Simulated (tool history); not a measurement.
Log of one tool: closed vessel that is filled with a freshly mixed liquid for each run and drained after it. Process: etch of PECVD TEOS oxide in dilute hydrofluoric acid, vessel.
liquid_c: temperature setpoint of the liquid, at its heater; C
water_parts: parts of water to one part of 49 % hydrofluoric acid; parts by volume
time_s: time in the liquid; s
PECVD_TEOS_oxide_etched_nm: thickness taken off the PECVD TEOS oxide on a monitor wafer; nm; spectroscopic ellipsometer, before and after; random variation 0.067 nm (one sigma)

{"run": 1, "day": 0.0, "liquid_c": 22.0, "water_parts": 240, "time_s": 175, "PECVD_TEOS_oxide_etched_nm": 10.782}
{"run": 2, "day": 0.112, "liquid_c": 22.5, "water_parts": 240, "time_s": 175, "PECVD_TEOS_oxide_etched_nm": 11.013}
{"run": 3, "day": 0.342, "liquid_c": 23.0, "water_parts": 240, "time_s": 175, "PECVD_TEOS_oxide_etched_nm": 11.276}
{"run": 4, "day": 0.638, "liquid_c": 23.5, "water_parts": 240, "time_s": 175, "PECVD_TEOS_oxide_etched_nm": 11.415}
{"run": 5, "day": 0.971, "liquid_c": 23.5, "water_parts": 240, "time_s": 140, "PECVD_TEOS_oxide_etched_nm": 9.1114}
{"run": 6, "day": 1.004, "liquid_c": 24.0, "water_parts": 230, "time_s": 140, "PECVD_TEOS_oxide_etched_nm": 9.723}
{"run": 7, "day": 1.254, "liquid_c": 24.0, "water_parts": 220, "time_s": 140, "PECVD_TEOS_oxide_etched_nm": 10.301}

The next listed run, before its measurement:
{"run": 8, "day": 1.583, "liquid_c": 28.0, "water_parts": 215, "time_s": 140, "PECVD_TEOS_oxide_etched_nm": "?"}

Run 8 gave PECVD_TEOS_oxide_etched_nm 12.3230 nm.

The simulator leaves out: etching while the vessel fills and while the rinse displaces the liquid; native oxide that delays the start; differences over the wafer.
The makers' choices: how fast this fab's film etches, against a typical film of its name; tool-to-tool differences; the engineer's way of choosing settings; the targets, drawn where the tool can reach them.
